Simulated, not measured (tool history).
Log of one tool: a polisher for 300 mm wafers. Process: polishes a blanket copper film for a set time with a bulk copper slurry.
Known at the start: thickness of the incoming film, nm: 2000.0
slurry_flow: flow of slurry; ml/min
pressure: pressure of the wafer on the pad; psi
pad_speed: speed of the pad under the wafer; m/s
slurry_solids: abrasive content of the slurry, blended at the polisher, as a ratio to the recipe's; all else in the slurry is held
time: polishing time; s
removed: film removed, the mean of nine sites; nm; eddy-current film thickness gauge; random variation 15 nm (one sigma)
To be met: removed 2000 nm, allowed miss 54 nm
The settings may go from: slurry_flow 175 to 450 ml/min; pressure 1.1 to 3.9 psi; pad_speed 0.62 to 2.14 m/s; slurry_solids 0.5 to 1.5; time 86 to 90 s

run 1 hour=0 | slurry_flow=290 pressure=2.5 pad_speed=1.38 slurry_solids=1 time=86 | removed=1103.6
run 2 hour=2.3 | slurry_flow=325 pressure=2.5 pad_speed=1.38 slurry_solids=1 time=86 | removed=1115
run 3 hour=6.6 | slurry_flow=325 pressure=3 pad_speed=1.38 slurry_solids=1 time=86 | removed=1307.1
run 4 hour=10.4 | slurry_flow=325 pressure=3 pad_speed=1.38 slurry_solids=0.8 time=86 | removed=1270
run 5 hour=15.3 | slurry_flow=325 pressure=3 pad_speed=1.38 slurry_solids=0.95 time=86 | removed=1306.1
run 6 hour=21 | slurry_flow=325 pressure=3.1 pad_speed=1.4 slurry_solids=0.95 time=86 | removed=1365.9
run 7 hour=26 | slurry_flow=330 pressure=3.8 pad_speed=1.52 slurry_solids=0.95 time=86 | removed=1794
run 8 hour=28.9 | slurry_flow=330 pressure=3.8 pad_speed=1.54 slurry_solids=0.95 time=86 | removed=1822.6

4 next moves are on the table. One of them brings every result within its allowed miss. Which?
run A hour=31.8 | slurry_flow=300 pressure=3.9 pad_speed=1.44 slurry_solids=1.2 time=90 | removed=?
run B hour=31.8 | slurry_flow=350 pressure=3.6 pad_speed=1.76 slurry_solids=1.25 time=88 | removed=?
run C hour=31.8 | slurry_flow=385 pressure=3.9 pad_speed=1.44 slurry_solids=1 time=90 | removed=?
run D hour=31.8 | slurry_flow=330 pressure=3.7 pad_speed=1.7 slurry_solids=0.9 time=90 | removed=?

move=A removed=1918.4
move=B removed=2126.5
move=C removed=1873.6
move=D removed=2002
A: nearer than the last run, and not there yet
B: takes the result that was furthest off past its target
C: nearer than the last run, and not there yet
D: meets every target
Move D is the one to make.

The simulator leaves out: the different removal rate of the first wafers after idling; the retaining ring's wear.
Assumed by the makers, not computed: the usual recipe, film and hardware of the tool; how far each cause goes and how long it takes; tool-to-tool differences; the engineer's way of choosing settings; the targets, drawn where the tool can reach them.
